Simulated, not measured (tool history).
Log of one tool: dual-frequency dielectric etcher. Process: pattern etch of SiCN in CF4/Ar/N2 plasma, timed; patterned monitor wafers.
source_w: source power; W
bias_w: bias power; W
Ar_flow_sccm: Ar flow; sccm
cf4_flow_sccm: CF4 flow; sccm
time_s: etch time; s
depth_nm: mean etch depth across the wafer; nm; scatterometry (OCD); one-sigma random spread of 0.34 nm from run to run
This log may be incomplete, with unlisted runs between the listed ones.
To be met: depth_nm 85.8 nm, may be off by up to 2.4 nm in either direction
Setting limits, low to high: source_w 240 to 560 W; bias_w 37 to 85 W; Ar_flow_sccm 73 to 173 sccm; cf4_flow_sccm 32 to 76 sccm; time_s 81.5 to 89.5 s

run,day,source_w,bias_w,Ar_flow_sccm,cf4_flow_sccm,time_s,depth_nm
1,0,400,61,123,54,89.5,60.717
2,0.367,440,62,122,54,89.5,67.79
3,0.538,440,62,135,54,89.5,65.838
4,0.883,440,53,135,54,89.5,60.402
# day 0.908: wet clean of the chamber
5,0.908,470,55,134,54,89.5,67.798
6,1.212,490,55,134,54,89.5,70.501
7,1.483,490,55,134,54,89.5,71.102
8,1.721,510,55,134,54,89.5,74.015

Below are 5 possible settings for the next run. Only one of them brings all results inside the allowed miss of their targets. Which is it?
A,1.958,550,69,126,46,86,?
B,1.958,560,63,95,44,89,?
C,1.958,540,61,147,49,89.5,?
D,1.958,540,51,110,54,89.5,?
E,1.958,560,52,101,64,81.5,?

move,depth_nm
A,85.663
B,91.118
C,79.846
D,78.883
E,79.286
A: each result inside its tolerance
B: takes the biggest miss from the last run beyond its target
C: better than the last run, though not everything is in spec
D: better than the last run, though not everything is in spec
E: better than the last run, though not everything is in spec
The right move is A.
